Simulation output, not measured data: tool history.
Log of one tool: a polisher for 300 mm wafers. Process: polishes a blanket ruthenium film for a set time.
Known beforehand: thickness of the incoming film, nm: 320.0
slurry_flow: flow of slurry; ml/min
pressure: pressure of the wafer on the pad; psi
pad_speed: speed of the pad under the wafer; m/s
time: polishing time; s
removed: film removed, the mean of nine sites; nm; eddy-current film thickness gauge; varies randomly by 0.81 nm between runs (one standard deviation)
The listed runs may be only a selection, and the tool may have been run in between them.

run  hour  slurry_flow  pressure  pad_speed  time  removed
  1     0          165       2.7       1.24    25    55.75
  2   1.5          125       2.7       1.24    25   54.418
  3   3.5          125       2.7       1.04    25   45.562
  4  12.1          125         3       1.04    25   49.887
  5  18.4          125         3       1.32    25   63.339
  6  25.7          130       3.2       1.34    25   69.337

Expected results for the next run?
  7  33.5          135       3.4       1.36    25        ?

{"run 7": {"removed": 74.265}}

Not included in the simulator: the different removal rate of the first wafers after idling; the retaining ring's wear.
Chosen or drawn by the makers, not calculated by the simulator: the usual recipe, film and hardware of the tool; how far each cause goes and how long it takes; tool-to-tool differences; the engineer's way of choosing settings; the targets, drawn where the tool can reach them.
